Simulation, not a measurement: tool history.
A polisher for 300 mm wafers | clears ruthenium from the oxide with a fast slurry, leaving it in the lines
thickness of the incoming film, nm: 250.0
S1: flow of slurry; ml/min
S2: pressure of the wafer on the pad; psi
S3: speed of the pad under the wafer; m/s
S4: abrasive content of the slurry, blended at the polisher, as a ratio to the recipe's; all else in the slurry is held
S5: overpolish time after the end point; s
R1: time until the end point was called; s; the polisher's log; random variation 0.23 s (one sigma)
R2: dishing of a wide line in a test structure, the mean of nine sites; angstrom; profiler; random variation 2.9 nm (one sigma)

{"run": 1, "hour": 0.0, "S1": 270, "S2": 2.9, "S3": 1.2, "S4": 1.0, "S5": 22, "R1": 38.068, "R2": 931.79}
{"run": 2, "hour": 1.7, "S1": 235, "S2": 2.9, "S3": 1.2, "S4": 1.0, "S5": 22, "R1": 37.789, "R2": 878.9}
{"run": 3, "hour": 10.5, "S1": 240, "S2": 3.1, "S3": 1.2, "S4": 1.0, "S5": 22, "R1": 35.389, "R2": 963.63}
{"run": 4, "hour": 15.2, "S1": 240, "S2": 3.3, "S3": 1.2, "S4": 1.0, "S5": 21, "R1": 34.247, "R2": 949.38}
{"run": 5, "hour": 23.5, "S1": 240, "S2": 3.5, "S3": 1.2, "S4": 1.0, "S5": 21, "R1": 32.816, "R2": 962.52}
{"run": 6, "hour": 30.2, "S1": 240, "S2": 3.5, "S3": 1.42, "S4": 1.0, "S5": 21, "R1": 28.119, "R2": 1065.8}

Run 7 comes next. What will it give?
{"run": 7, "hour": 34.0, "S1": 240, "S2": 3.6, "S3": 1.42, "S4": 1.0, "S5": 21, "R1": "?", "R2": "?"}

Run 7 gave R1 27.224 s, R2 1100.00 angstrom.
